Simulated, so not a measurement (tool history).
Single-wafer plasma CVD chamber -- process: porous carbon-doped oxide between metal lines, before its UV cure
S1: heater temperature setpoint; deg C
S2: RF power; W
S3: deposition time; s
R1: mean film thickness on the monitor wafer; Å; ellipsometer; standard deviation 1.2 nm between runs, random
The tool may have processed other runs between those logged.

run,day,S1,S2,S3,R1
1,0.000,280,390,36.4,1906.1
2,0.217,286,390,36.4,1813.8
3,0.296,279,390,36.4,1899.0
4,0.475,275,395,36.4,1980.5
5,0.792,275,340,36.4,1682.7
6,0.925,270,340,36.4,1761.4
7,1.208,268,350,36.4,1831.1
8,1.433,266,360,36.4,1915.4

Expected results for the next run?
9,1.483,264,365,36.4,?

R1: 1969.9 Å
